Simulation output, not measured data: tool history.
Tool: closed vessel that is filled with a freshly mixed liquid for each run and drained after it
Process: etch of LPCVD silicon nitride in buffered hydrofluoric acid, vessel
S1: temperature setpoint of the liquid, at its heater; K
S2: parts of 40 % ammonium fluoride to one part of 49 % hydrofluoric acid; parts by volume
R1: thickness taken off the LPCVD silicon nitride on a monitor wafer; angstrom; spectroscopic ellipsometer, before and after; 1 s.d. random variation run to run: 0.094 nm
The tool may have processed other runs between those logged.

run 1 day=0 | S1=293.15 S2=8.5 time_in_the_liquid_(s)=1420 | R1=164.03
run 2 day=0.067 | S1=291.15 S2=8.5 time_in_the_liquid_(s)=1420 | R1=144.26
run 3 day=0.225 | S1=290.15 S2=8.5 time_in_the_liquid_(s)=1420 | R1=136.66
run 4 day=0.271 | S1=290.15 S2=9 time_in_the_liquid_(s)=1420 | R1=130
run 5 day=0.538 | S1=290.15 S2=9.5 time_in_the_liquid_(s)=1420 | R1=124.37
run 6 day=0.733 | S1=290.15 S2=10 time_in_the_liquid_(s)=1420 | R1=120.36
run 7 day=1.021 | S1=290.15 S2=10.5 time_in_the_liquid_(s)=1420 | R1=114.71

Forecast run 8:
run 8 day=1.288 | S1=290.15 S2=11 time_in_the_liquid_(s)=1420 | R1=?

{"run 8": {"R1": 108.28}}

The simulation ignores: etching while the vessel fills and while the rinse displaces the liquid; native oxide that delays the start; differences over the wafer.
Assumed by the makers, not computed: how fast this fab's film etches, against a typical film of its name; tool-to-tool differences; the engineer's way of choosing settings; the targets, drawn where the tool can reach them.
